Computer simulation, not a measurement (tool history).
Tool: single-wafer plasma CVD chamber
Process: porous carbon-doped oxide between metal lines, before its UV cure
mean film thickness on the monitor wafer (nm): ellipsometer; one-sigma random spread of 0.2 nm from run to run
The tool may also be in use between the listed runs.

run	hour	heater temperature setpoint (deg C)	RF power (kW)	deposition time (s)	mean film thickness on the monitor wafer (nm)
1	0.0	295	0.545	13.3	72.109
2	7.5	301	0.545	13.3	69.351
3	10.6	301	0.545	12.6	66.157
4	13.2	305	0.545	12.6	64.405
5	15.7	297	0.545	12.6	67.379
6	22.6	297	0.545	12.6	67.744
7	23.6	301	0.530	12.6	64.714
8	29.1	304	0.520	12.6	62.799

What will run 9 give?
9	37.0	307	0.515	12.6	?

mean film thickness on the monitor wafer (nm): 61.170

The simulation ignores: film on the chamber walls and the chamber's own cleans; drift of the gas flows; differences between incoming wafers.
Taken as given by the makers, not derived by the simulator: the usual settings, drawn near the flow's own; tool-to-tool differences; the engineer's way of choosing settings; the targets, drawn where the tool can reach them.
